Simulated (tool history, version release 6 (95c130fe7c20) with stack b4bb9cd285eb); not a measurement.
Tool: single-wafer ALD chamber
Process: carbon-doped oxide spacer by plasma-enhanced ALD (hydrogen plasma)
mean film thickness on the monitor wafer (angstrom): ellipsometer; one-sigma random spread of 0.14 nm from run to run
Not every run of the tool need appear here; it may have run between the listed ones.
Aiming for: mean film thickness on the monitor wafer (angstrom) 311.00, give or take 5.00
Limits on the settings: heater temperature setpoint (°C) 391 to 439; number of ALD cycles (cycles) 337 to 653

run  hour  heater temperature setpoint (°C)  number of ALD cycles (cycles)  mean film thickness on the monitor wafer (angstrom)
  1   0.0                               415                            495                                               250.90
  2   1.8                               415                            428                                               215.56
  3   8.1                               409                            477                                               242.42
  4  12.0                               408                            515                                               264.04
  5  16.6                               407                            540                                               276.97
  6  18.7                               407                            489                                               251.59
  7  24.4                               404                            520                                               268.97
  8  30.6                               402                            542                                               282.82
  9  33.2                               400                            556                                               291.30
 10  37.6                               399                            566                                               297.97
 11  42.2                               398                            572                                               299.56

5 candidate next runs follow, results not yet known. Just one meets every target within its allowed miss. Identify it.
  A  46.8                               399                            589                                                    ?
  B  46.8                               392                            562                                                    ?
  C  46.8                               398                            575                                                    ?
  D  46.8                               399                            542                                                    ?
  E  46.8                               401                            565                                                    ?

move  mean film thickness on the monitor wafer (angstrom)
   A                                               309.66
   B                                               296.29
   C                                               303.10
   D                                               284.95
   E                                               295.47
A: hits every target within its allowed miss
B: misses by more than the last run did
C: gains on the last run, yet a result remains outside its allowed miss
D: misses by more than the last run did
E: misses by more than the last run did
The move that meets every target is A.
